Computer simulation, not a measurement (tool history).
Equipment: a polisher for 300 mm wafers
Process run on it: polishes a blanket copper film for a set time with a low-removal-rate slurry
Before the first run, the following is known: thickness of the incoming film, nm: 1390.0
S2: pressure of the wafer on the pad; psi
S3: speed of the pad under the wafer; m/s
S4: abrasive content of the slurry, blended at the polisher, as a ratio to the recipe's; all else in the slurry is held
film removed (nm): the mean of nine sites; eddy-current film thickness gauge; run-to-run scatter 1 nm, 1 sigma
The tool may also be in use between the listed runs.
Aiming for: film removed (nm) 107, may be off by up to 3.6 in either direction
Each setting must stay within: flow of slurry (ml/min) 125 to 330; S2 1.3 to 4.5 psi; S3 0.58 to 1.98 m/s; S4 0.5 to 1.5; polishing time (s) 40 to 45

{"run": 1, "hour": 0.0, "flow of slurry (ml/min)": 210, "S2": 2.9, "S3": 1.28, "S4": 1, "polishing time (s)": 45, "film removed (nm)": 146.23}
{"run": 2, "hour": 2.2, "flow of slurry (ml/min)": 210, "S2": 3.5, "S3": 1.28, "S4": 1, "polishing time (s)": 45, "film removed (nm)": 181.25}
{"run": 3, "hour": 7.3, "flow of slurry (ml/min)": 210, "S2": 3.9, "S3": 1.28, "S4": 1, "polishing time (s)": 45, "film removed (nm)": 198.82}
{"run": 4, "hour": 11.0, "flow of slurry (ml/min)": 210, "S2": 3.5, "S3": 1.28, "S4": 1, "polishing time (s)": 45, "film removed (nm)": 179.14}
{"run": 5, "hour": 12.2, "flow of slurry (ml/min)": 210, "S2": 2.8, "S3": 1.28, "S4": 1, "polishing time (s)": 45, "film removed (nm)": 142.39}
{"run": 6, "hour": 16.4, "flow of slurry (ml/min)": 210, "S2": 2.8, "S3": 1.28, "S4": 1, "polishing time (s)": 45, "film removed (nm)": 144.05}
{"run": 7, "hour": 19.2, "flow of slurry (ml/min)": 210, "S2": 2.6, "S3": 1.28, "S4": 1, "polishing time (s)": 45, "film removed (nm)": 134.36}
{"run": 8, "hour": 22.9, "flow of slurry (ml/min)": 210, "S2": 2.5, "S3": 1.28, "S4": 1, "polishing time (s)": 45, "film removed (nm)": 127.57}
{"run": 9, "hour": 25.0, "flow of slurry (ml/min)": 210, "S2": 2.4, "S3": 1.28, "S4": 1, "polishing time (s)": 45, "film removed (nm)": 122.32}
{"run": 10, "hour": 32.7, "flow of slurry (ml/min)": 210, "S2": 2.3, "S3": 1.28, "S4": 1, "polishing time (s)": 45, "film removed (nm)": 118.04}
{"run": 11, "hour": 37.7, "flow of slurry (ml/min)": 210, "S2": 2.2, "S3": 1.28, "S4": 1, "polishing time (s)": 45, "film removed (nm)": 113.67}

Below are 4 possible settings for the next run. Only one of them brings all results inside the allowed miss of their targets. Which is it?
{"run": "A", "hour": 42.7, "flow of slurry (ml/min)": 275, "S2": 2.1, "S3": 1.42, "S4": 1.15, "polishing time (s)": 42, "film removed (nm)": "?"}
{"run": "B", "hour": 42.7, "flow of slurry (ml/min)": 235, "S2": 2.3, "S3": 1.4, "S4": 0.9, "polishing time (s)": 42, "film removed (nm)": "?"}
{"run": "C", "hour": 42.7, "flow of slurry (ml/min)": 215, "S2": 2.4, "S3": 1.24, "S4": 1.05, "polishing time (s)": 40, "film removed (nm)": "?"}
{"run": "D", "hour": 42.7, "flow of slurry (ml/min)": 195, "S2": 2.7, "S3": 1.4, "S4": 0.6, "polishing time (s)": 40, "film removed (nm)": "?"}

move=A film_removed_(nm)=119.4
move=B film_removed_(nm)=120.29
move=C film_removed_(nm)=108.88
move=D film_removed_(nm)=120.75
A: lands further from the targets than the last run did
B: lands further from the targets than the last run did
C: every result lands within tolerance
D: lands further from the targets than the last run did
C meets every target.

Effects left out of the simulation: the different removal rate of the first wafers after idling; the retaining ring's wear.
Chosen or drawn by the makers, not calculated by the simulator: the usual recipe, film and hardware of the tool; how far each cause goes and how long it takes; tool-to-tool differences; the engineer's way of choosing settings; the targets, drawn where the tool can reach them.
